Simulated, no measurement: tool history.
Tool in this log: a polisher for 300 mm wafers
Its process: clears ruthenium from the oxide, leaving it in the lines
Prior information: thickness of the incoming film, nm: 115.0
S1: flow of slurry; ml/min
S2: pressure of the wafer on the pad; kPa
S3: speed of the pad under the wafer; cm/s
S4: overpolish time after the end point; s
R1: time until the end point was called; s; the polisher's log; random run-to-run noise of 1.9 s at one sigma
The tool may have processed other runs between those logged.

run 1 hour=0 | S1=120 S2=13.8 S3=98 S4=3 | R1=138.54
run 2 hour=3.9 | S1=105 S2=13.8 S3=98 S4=3 | R1=142.79
run 3 hour=5.4 | S1=105 S2=12.4 S3=98 S4=3 | R1=157.63
run 4 hour=11.5 | S1=95 S2=12.4 S3=98 S4=3 | R1=161.3
-- hour=18 worn pad replaced by a new one
run 5 hour=18 | S1=95 S2=12.4 S3=82 S4=3 | R1=174.7
run 6 hour=25.7 | S1=95 S2=12.4 S3=94 S4=3 | R1=152
run 7 hour=27.7 | S1=100 S2=11.7 S3=94 S4=3 | R1=159.26

Estimate the outcome of run 8 from the log above:
run 8 hour=30.6 | S1=100 S2=11 S3=94 S4=3 | R1=?

Run 8 produced R1 162.36 s.
